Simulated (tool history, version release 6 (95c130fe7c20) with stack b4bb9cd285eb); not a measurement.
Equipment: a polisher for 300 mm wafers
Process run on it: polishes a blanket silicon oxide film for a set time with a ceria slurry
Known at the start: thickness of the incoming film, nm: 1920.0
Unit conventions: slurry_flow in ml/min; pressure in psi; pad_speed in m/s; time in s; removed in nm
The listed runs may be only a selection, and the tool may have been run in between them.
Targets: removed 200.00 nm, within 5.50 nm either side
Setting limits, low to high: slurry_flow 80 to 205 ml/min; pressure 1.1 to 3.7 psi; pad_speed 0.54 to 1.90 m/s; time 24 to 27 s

{"run": 1, "hour": 0.0, "slurry_flow": 135, "pressure": 2.4, "pad_speed": 1.22, "time": 27, "removed": 132.47}
{"run": 2, "hour": 6.5, "slurry_flow": 135, "pressure": 2.6, "pad_speed": 1.22, "time": 27, "removed": 144.09}
{"run": 3, "hour": 11.4, "slurry_flow": 165, "pressure": 2.6, "pad_speed": 1.22, "time": 27, "removed": 150.51}
{"run": 4, "hour": 14.4, "slurry_flow": 170, "pressure": 2.8, "pad_speed": 1.22, "time": 27, "removed": 161.8}
{"run": 5, "hour": 19.4, "slurry_flow": 175, "pressure": 3.0, "pad_speed": 1.22, "time": 27, "removed": 173.99}
{"run": 6, "hour": 23.8, "slurry_flow": 180, "pressure": 3.1, "pad_speed": 1.22, "time": 27, "removed": 178.8}
{"run": 7, "hour": 30.0, "slurry_flow": 185, "pressure": 3.2, "pad_speed": 1.22, "time": 27, "removed": 185.47}
{"run": 8, "hour": 35.8, "slurry_flow": 185, "pressure": 3.3, "pad_speed": 1.22, "time": 27, "removed": 193.04}

4 next moves are on the table. One of them brings every result within its allowed miss. Which?
{"run": "A", "hour": 41.6, "slurry_flow": 175, "pressure": 3.5, "pad_speed": 1.22, "time": 27, "removed": "?"}
{"run": "B", "hour": 41.6, "slurry_flow": 195, "pressure": 3.7, "pad_speed": 1.28, "time": 25, "removed": "?"}
{"run": "C", "hour": 41.6, "slurry_flow": 195, "pressure": 3.7, "pad_speed": 1.0, "time": 27, "removed": "?"}
{"run": "D", "hour": 41.6, "slurry_flow": 175, "pressure": 3.7, "pad_speed": 1.22, "time": 27, "removed": "?"}

move=A removed=201.73
move=B removed=208.30
move=C removed=185.28
move=D removed=213.01
A: hits every target within its allowed miss
B: moves the result that the last run missed by most past its target, out the other side
C: its largest miss is bigger than the last run's
D: moves the result that the last run missed by most past its target, out the other side
Correct choice: A, which meets every target
